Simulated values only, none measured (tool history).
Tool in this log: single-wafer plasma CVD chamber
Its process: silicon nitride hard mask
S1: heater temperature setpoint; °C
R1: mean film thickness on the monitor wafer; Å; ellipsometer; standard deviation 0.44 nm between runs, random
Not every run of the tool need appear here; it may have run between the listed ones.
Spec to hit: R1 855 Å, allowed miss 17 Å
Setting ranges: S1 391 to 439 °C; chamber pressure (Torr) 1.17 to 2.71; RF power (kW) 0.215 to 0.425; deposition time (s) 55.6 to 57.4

Run 1, hour 0: S1 415 °C, chamber pressure (Torr) 1.94, RF power (kW) 0.32, deposition time (s) 55.6. Result: R1 693.36 Å.
Run 2, hour 1: S1 415 °C, chamber pressure (Torr) 2.23, RF power (kW) 0.32, deposition time (s) 55.6. Result: R1 719.3 Å.
Run 3, hour 7.4: S1 406 °C, chamber pressure (Torr) 2.23, RF power (kW) 0.32, deposition time (s) 55.6. Result: R1 715.94 Å.
Run 4, hour 8.7: S1 406 °C, chamber pressure (Torr) 2.23, RF power (kW) 0.36, deposition time (s) 55.6. Result: R1 793.18 Å.
Run 5, hour 15.2: S1 406 °C, chamber pressure (Torr) 2.27, RF power (kW) 0.36, deposition time (s) 55.6. Result: R1 797.71 Å.
Run 6, hour 24: S1 406 °C, chamber pressure (Torr) 2.27, RF power (kW) 0.32, deposition time (s) 55.6. Result: R1 719.38 Å.
Run 7, hour 26.9: S1 406 °C, chamber pressure (Torr) 2.3, RF power (kW) 0.325, deposition time (s) 55.6. Result: R1 727.3 Å.
Run 8, hour 28.3: S1 406 °C, chamber pressure (Torr) 2.33, RF power (kW) 0.33, deposition time (s) 55.6. Result: R1 744.35 Å.
Run 9, hour 32.7: S1 406 °C, chamber pressure (Torr) 2.36, RF power (kW) 0.335, deposition time (s) 55.6. Result: R1 761.96 Å.

Which single option among these 5 for the next run brings every result within its allowed miss of target? Just one does.
Run A, hour 37.1: S1 420 °C, chamber pressure (Torr) 2.61, RF power (kW) 0.39, deposition time (s) 57.4. Result: R1 ?.
Run B, hour 37.1: S1 401 °C, chamber pressure (Torr) 2.05, RF power (kW) 0.295, deposition time (s) 55.6. Result: R1 ?.
Run C, hour 37.1: S1 425 °C, chamber pressure (Torr) 2.41, RF power (kW) 0.4, deposition time (s) 57.4. Result: R1 ?.
Run D, hour 37.1: S1 404 °C, chamber pressure (Torr) 2.15, RF power (kW) 0.3, deposition time (s) 55.6. Result: R1 ?.
Run E, hour 37.1: S1 416 °C, chamber pressure (Torr) 2.67, RF power (kW) 0.36, deposition time (s) 57.4. Result: R1 ?.

move      R1
   A  894.95
   B  652.01
   C   895.3
   D  669.37
   E  846.18
A: the result that was furthest off in the last run now lies on the other side of its target
B: moves away from the targets compared with the last run
C: the result that was furthest off in the last run now lies on the other side of its target
D: moves away from the targets compared with the last run
E: all results in spec
So the answer is move E, the one that meets all the targets.

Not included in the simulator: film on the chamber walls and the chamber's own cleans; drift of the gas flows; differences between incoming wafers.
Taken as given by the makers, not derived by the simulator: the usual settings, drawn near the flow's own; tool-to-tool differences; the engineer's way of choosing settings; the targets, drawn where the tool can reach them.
